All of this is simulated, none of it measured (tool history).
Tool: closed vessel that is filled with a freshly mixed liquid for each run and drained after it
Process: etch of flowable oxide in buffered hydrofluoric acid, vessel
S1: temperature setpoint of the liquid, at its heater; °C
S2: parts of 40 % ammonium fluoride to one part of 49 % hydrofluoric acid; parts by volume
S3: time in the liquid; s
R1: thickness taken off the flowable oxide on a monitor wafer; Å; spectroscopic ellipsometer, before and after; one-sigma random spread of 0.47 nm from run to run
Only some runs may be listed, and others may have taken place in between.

Run 1, hour 0: S1 21 °C, S2 19 parts by volume, S3 95 s. Result: R1 1749.8 Å.
Run 2, hour 4.1: S1 21 °C, S2 23.5 parts by volume, S3 95 s. Result: R1 1445.9 Å.
Run 3, hour 5.7: S1 21 °C, S2 23.5 parts by volume, S3 95 s. Result: R1 1449.9 Å.
Run 4, hour 8.6: S1 20 °C, S2 23.5 parts by volume, S3 95 s. Result: R1 1361.9 Å.
Run 5, hour 13.1: S1 20 °C, S2 23.5 parts by volume, S3 105 s. Result: R1 1513.1 Å.
Run 6, hour 20.5: S1 20 °C, S2 23.5 parts by volume, S3 105 s. Result: R1 1513 Å.
Run 7, hour 27.1: S1 19 °C, S2 23.5 parts by volume, S3 105 s. Result: R1 1424 Å.
Run 8, hour 35.1: S1 18.5 °C, S2 23.5 parts by volume, S3 105 s. Result: R1 1398.4 Å.

What will run 9 give?
Run 9, hour 40.8: S1 18 °C, S2 24 parts by volume, S3 105 s. Result: R1 ?.

Run 9 gave R1 1326 Å.
